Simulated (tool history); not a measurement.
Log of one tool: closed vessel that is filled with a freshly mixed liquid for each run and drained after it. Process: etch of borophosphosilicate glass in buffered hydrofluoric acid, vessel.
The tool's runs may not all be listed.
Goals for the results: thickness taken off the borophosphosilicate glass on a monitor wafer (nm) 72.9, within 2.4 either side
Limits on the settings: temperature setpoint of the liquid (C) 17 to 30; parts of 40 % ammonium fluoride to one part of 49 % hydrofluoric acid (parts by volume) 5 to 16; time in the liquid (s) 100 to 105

run	hour	temperature setpoint of the liquid (C)	parts of 40 % ammonium fluoride to one part of 49 % hydrofluoric acid (parts by volume)	time in the liquid (s)	thickness taken off the borophosphosilicate glass on a monitor wafer (nm)
1	0	22	9.5	100	109.96
2	4.7	22	9.5	105	114.77
3	12.3	22	9.5	105	114.7
4	16.1	22	6.5	105	165.31
5	17.5	22	6.5	105	168.64
6	19.8	21.5	7	105	153.19
7	24.3	21.5	7	105	150.8
8	30.5	21	7.5	105	138.44
9	31.4	20.5	8	105	124.9
10	32.9	20	8.5	105	111.79
11	39.9	19.5	9	105	103.62
12	44.2	19	9	105	100.03
13	47.1	18.5	9	105	97.133
14	49.4	17.5	10	105	87.36
15	52.9	17	11	105	77.151

Below are 5 possible settings for the next run. Only one of them brings all results inside the allowed miss of their targets. Which is it?
A	56.4	17.5	10.5	105	?
B	56.4	19	13	105	?
C	56.4	18	10.5	105	?
D	56.4	19	12	105	?
E	56.4	17	10	105	?

move	thickness taken off the borophosphosilicate glass on a monitor wafer (nm)
A	82.159
B	72.395
C	84.494
D	78.34
E	83.807
A: lands further from the targets than the last run did
B: meets every target
C: lands further from the targets than the last run did
D: lands further from the targets than the last run did
E: lands further from the targets than the last run did
Move B is the one to make.
